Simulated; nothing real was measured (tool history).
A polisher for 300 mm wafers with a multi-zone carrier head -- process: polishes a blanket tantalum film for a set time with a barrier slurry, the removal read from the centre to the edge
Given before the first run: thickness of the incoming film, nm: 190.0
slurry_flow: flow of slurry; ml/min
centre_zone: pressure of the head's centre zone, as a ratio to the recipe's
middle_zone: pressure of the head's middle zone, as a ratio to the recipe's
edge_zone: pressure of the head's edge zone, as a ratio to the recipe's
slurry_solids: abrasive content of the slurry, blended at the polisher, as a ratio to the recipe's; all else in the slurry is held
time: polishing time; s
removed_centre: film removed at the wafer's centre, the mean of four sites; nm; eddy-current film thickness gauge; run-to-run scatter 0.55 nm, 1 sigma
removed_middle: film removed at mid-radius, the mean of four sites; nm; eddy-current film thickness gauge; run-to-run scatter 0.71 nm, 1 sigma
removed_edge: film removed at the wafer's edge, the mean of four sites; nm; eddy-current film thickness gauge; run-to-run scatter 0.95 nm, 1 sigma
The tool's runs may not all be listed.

| run | hour | slurry_flow | centre_zone | middle_zone | edge_zone | slurry_solids | time | removed_centre | removed_middle | removed_edge |
|---|---|---|---|---|---|---|---|---|---|---|
| 1 | 0 | 260 | 1 | 1 | 1 | 1 | 38 | 74.818 | 78.516 | 77.377 |
| 2 | 3.7 | 260 | 1 | 1 | 1.05 | 1 | 38 | 75.967 | 78.376 | 80.581 |
| 3 | 9.1 | 260 | 1 | 0.94 | 1.05 | 1 | 38 | 77.282 | 74.656 | 79.215 |
| 4 | 14.4 | 255 | 0.98 | 0.92 | 1.05 | 0.95 | 38 | 73.813 | 72.693 | 76.492 |
| 5 | 16.4 | 255 | 0.98 | 0.92 | 1.05 | 1.05 | 38 | 73.895 | 74.179 | 79.647 |
| 6 | 19.4 | 295 | 0.98 | 0.92 | 1.05 | 1.05 | 38 | 75.281 | 75.708 | 81.119 |

Estimate the outcome of run 7 from the log above:
| 7 | 25.5 | 290 | 0.97 | 0.9 | 1.05 | 1 | 38 | ? | ? | ? |

Run 7 produced removed_centre 74.471 nm, removed_middle 72.751 nm, removed_edge 78.885 nm.
